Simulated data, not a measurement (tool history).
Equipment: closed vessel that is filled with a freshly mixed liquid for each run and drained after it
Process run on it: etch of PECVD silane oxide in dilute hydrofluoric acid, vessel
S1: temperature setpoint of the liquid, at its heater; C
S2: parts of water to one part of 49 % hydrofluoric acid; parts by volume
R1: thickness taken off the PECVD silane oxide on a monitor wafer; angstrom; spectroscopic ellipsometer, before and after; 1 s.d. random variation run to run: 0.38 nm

{"run": 1, "hour": 0.0, "S1": 21.0, "S2": 40, "time in the liquid (s)": 35, "R1": 193.06}
{"run": 2, "hour": 1.7, "S1": 23.0, "S2": 35, "time in the liquid (s)": 35, "R1": 243.12}
{"run": 3, "hour": 3.5, "S1": 23.0, "S2": 25, "time in the liquid (s)": 35, "R1": 344.3}
{"run": 4, "hour": 7.7, "S1": 23.0, "S2": 25, "time in the liquid (s)": 30, "R1": 288.66}
{"run": 5, "hour": 12.6, "S1": 19.5, "S2": 25, "time in the liquid (s)": 30, "R1": 251.34}
{"run": 6, "hour": 19.2, "S1": 22.5, "S2": 25, "time in the liquid (s)": 30, "R1": 284.86}
{"run": 7, "hour": 27.3, "S1": 24.5, "S2": 25, "time in the liquid (s)": 30, "R1": 316.21}
{"run": 8, "hour": 33.0, "S1": 25.5, "S2": 25, "time in the liquid (s)": 30, "R1": 323.87}

Forecast run 9:
{"run": 9, "hour": 37.8, "S1": 26.5, "S2": 25, "time in the liquid (s)": 30, "R1": "?"}

R1: 336.25 angstrom
